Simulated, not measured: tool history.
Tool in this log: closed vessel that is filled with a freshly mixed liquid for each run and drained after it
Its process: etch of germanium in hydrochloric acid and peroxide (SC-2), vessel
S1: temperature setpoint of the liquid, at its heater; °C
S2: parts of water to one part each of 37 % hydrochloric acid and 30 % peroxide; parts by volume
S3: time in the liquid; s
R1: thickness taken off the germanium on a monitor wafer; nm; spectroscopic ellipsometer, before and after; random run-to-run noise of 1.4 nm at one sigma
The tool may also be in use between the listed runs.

| run | hour | S1 | S2 | S3 | R1 |
|---|---|---|---|---|---|
| 1 | 0 | 62 | 10.5 | 90 | 332.84 |
| 2 | 2.3 | 62 | 10.5 | 100 | 371.27 |
| 3 | 6.6 | 63 | 10.5 | 100 | 380.58 |
| 4 | 8.2 | 64 | 10.5 | 100 | 393.32 |
| 5 | 14.1 | 64 | 10.5 | 100 | 393.83 |
| 6 | 20.9 | 64 | 10.5 | 90 | 353.01 |

Run 7 comes next. What will it give?
| 7 | 25.7 | 65 | 10.5 | 90 | ? |

{"run 7": {"R1": 364.11}}

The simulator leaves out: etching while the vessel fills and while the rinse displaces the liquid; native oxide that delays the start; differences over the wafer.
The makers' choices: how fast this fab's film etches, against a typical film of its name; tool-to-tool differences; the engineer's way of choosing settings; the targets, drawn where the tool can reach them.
